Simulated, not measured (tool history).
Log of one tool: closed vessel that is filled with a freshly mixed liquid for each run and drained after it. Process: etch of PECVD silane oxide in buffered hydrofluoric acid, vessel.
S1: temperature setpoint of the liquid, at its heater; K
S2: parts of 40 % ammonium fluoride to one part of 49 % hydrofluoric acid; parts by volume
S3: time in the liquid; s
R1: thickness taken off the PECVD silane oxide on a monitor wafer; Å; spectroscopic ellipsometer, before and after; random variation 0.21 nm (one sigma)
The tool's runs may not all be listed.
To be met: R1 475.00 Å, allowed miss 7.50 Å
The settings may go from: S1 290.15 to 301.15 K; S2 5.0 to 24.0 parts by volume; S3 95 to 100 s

run,hour,S1,S2,S3,R1
1,0.0,293.15,14.5,95,786.16
2,1.6,292.65,15.5,95,713.07
3,5.0,292.15,16.5,95,650.91
4,9.4,292.15,16.5,95,646.52
5,12.6,292.15,14.0,95,759.93
6,19.3,292.15,17.5,95,614.53
7,20.3,291.65,18.0,95,580.23
8,22.4,291.15,18.5,95,549.39
9,24.4,291.15,19.0,95,534.81
10,27.9,291.15,19.5,95,519.65
11,30.9,290.65,20.0,95,495.45

Which of these 5 next moves meets every target?
A,33.9,290.15,19.0,95,?
B,33.9,291.65,20.5,95,?
C,33.9,290.65,22.5,100,?
D,33.9,292.65,24.0,100,?
E,33.9,291.65,21.0,95,?

move,R1
A,506.52
B,515.57
C,480.74
D,515.04
E,507.07
A: further off than the last run
B: further off than the last run
C: meets every target
D: further off than the last run
E: further off than the last run
Answer: C
